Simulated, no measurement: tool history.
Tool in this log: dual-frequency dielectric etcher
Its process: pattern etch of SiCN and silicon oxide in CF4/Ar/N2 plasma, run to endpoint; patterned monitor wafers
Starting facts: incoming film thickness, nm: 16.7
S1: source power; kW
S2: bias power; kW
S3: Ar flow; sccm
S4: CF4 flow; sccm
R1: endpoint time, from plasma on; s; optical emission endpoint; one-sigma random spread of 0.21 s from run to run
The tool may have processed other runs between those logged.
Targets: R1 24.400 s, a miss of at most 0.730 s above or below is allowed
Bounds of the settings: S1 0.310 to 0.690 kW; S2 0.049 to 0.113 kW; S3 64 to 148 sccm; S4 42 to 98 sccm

Run 1, hour 0.0: S1 0.500 kW, S2 0.081 kW, S3 106 sccm, S4 70 sccm. Result: R1 18.004 s.
Run 2, hour 8.4: S1 0.560 kW, S2 0.081 kW, S3 106 sccm, S4 70 sccm. Result: R1 16.518 s.
Run 3, hour 12.7: S1 0.530 kW, S2 0.080 kW, S3 107 sccm, S4 70 sccm. Result: R1 17.228 s.
Run 4, hour 16.4: S1 0.530 kW, S2 0.080 kW, S3 107 sccm, S4 58 sccm. Result: R1 17.860 s.
Run 5, hour 21.6: S1 0.530 kW, S2 0.070 kW, S3 107 sccm, S4 58 sccm. Result: R1 18.852 s.
Run 6, hour 24.8: S1 0.530 kW, S2 0.070 kW, S3 107 sccm, S4 70 sccm. Result: R1 18.450 s.
Run 7, hour 27.3: S1 0.510 kW, S2 0.069 kW, S3 107 sccm, S4 70 sccm. Result: R1 19.084 s.
Run 8, hour 35.7: S1 0.490 kW, S2 0.068 kW, S3 107 sccm, S4 70 sccm. Result: R1 19.764 s.
Run 9, hour 42.5: S1 0.470 kW, S2 0.068 kW, S3 107 sccm, S4 70 sccm. Result: R1 20.707 s.

Pick the move, out of 5, that brings all results within their allowed miss; only one does.
Run A, hour 49.3: S1 0.460 kW, S2 0.060 kW, S3 116 sccm, S4 71 sccm. Result: R1 ?.
Run B, hour 49.3: S1 0.400 kW, S2 0.088 kW, S3 120 sccm, S4 73 sccm. Result: R1 ?.
Run C, hour 49.3: S1 0.390 kW, S2 0.071 kW, S3 87 sccm, S4 77 sccm. Result: R1 ?.
Run D, hour 49.3: S1 0.500 kW, S2 0.053 kW, S3 115 sccm, S4 60 sccm. Result: R1 ?.
Run E, hour 49.3: S1 0.440 kW, S2 0.054 kW, S3 102 sccm, S4 57 sccm. Result: R1 ?.

move      R1
   A  22.613
   B  22.509
   C  22.905
   D  22.384
   E  24.378
A: moves toward the targets from the last run without getting all of them in spec
B: moves toward the targets from the last run without getting all of them in spec
C: moves toward the targets from the last run without getting all of them in spec
D: moves toward the targets from the last run without getting all of them in spec
E: hits every target within its allowed miss
E is the move that brings every result within its allowed miss.

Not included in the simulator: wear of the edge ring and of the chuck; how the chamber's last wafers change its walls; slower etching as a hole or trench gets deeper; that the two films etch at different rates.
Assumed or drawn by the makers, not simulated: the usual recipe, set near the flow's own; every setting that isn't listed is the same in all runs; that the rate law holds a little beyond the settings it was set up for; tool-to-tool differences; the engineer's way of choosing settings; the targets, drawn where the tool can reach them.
